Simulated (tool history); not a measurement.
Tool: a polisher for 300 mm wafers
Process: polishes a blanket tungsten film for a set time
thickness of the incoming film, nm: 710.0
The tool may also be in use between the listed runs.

run	hour	flow of slurry (ml/min)	pressure of the wafer on the pad (psi)	speed of the pad under the wafer (m/s)	abrasive content of the slurry	polishing time (s)	film removed (Å)
1	0.0	195	3.2	0.90	1.00	79	3165.0
2	0.9	170	3.2	0.90	1.00	79	3055.8
3	7.6	165	3.1	0.90	1.00	79	3005.6
4	10.5	165	3.0	0.90	1.00	79	2900.7
5	15.2	165	3.0	0.90	0.80	79	2659.9
6	21.8	165	3.0	0.90	0.95	79	2833.4
7	26.2	155	2.8	0.90	0.95	79	2602.3

The next listed run, before its measurement:
8	31.5	155	2.8	0.90	0.95	79	?

{"run 8": {"film removed (Å)": 2642.0}}
